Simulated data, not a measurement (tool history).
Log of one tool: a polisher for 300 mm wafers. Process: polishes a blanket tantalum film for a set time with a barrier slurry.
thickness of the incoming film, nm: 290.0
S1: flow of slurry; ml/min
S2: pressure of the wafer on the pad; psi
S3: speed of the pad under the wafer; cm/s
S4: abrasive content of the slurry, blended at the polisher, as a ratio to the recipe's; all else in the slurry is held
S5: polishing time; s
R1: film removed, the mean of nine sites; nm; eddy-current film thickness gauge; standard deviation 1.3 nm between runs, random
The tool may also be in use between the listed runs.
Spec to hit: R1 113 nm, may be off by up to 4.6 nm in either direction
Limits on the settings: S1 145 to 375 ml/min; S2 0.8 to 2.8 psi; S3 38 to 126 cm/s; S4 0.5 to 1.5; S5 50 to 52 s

run 1 hour=0 | S1=240 S2=1.8 S3=82 S4=1 S5=50 | R1=67.007
run 2 hour=1.9 | S1=210 S2=1.8 S3=82 S4=1 S5=50 | R1=66.641
run 3 hour=5.2 | S1=210 S2=2.2 S3=82 S4=1 S5=50 | R1=81.465
run 4 hour=10.8 | S1=210 S2=2.2 S3=82 S4=1 S5=52 | R1=82.842
run 5 hour=17.2 | S1=165 S2=2.2 S3=82 S4=1 S5=52 | R1=81.362
run 6 hour=19 | S1=175 S2=2.4 S3=82 S4=1 S5=52 | R1=89.892
run 7 hour=26.5 | S1=185 S2=2.5 S3=82 S4=1 S5=52 | R1=92.985
run 8 hour=29.7 | S1=185 S2=2.5 S3=82 S4=1 S5=52 | R1=94.354
run 9 hour=31.5 | S1=190 S2=2.6 S3=82 S4=1 S5=52 | R1=96.14

Consider the 5 candidate settings below. Which is the only one whose results all fall within their allowed miss of target?
run A hour=33.3 | S1=160 S2=2.8 S3=94 S4=0.8 S5=52 | R1=?
run B hour=33.3 | S1=175 S2=2.7 S3=86 S4=0.95 S5=52 | R1=?
run C hour=33.3 | S1=160 S2=2.4 S3=98 S4=1.05 S5=51 | R1=?
run D hour=33.3 | S1=260 S2=2.8 S3=82 S4=1.1 S5=50 | R1=?
run E hour=33.3 | S1=200 S2=2.7 S3=86 S4=1 S5=50 | R1=?

move=A R1=111.41
move=B R1=103.88
move=C R1=104.95
move=D R1=105.62
move=E R1=102.24
A: all results in spec
B: closer than the last run, but not yet in spec
C: closer than the last run, but not yet in spec
D: closer than the last run, but not yet in spec
E: closer than the last run, but not yet in spec
The right move is A.
